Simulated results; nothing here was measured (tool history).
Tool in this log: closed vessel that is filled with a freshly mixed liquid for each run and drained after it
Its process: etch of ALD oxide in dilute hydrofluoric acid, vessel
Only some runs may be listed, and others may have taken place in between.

run    day  temperature setpoint of the liquid (K)  parts of water to one part of 49 % hydrofluoric acid (parts by volume)  time in the liquid (s)  thickness taken off the ALD oxide on a monitor wafer (Å)
  1  0.000                                  294.15                                                                      70                     105                                                    300.73
  2  0.250                                  295.15                                                                      70                     105                                                    317.13
  3  0.333                                  295.15                                                                      70                     110                                                    332.59
  4  0.479                                  292.65                                                                      70                     110                                                    297.13
  5  0.792                                  294.15                                                                      70                     110                                                    315.05
  6  1.050                                  295.15                                                                      70                     110                                                    332.28
  7  1.158                                  296.15                                                                      70                     110                                                    345.47

What will run 8 give?
  8  1.438                                  297.15                                                                      70                     110                                                         ?

thickness taken off the ALD oxide on a monitor wafer (Å): 360.46

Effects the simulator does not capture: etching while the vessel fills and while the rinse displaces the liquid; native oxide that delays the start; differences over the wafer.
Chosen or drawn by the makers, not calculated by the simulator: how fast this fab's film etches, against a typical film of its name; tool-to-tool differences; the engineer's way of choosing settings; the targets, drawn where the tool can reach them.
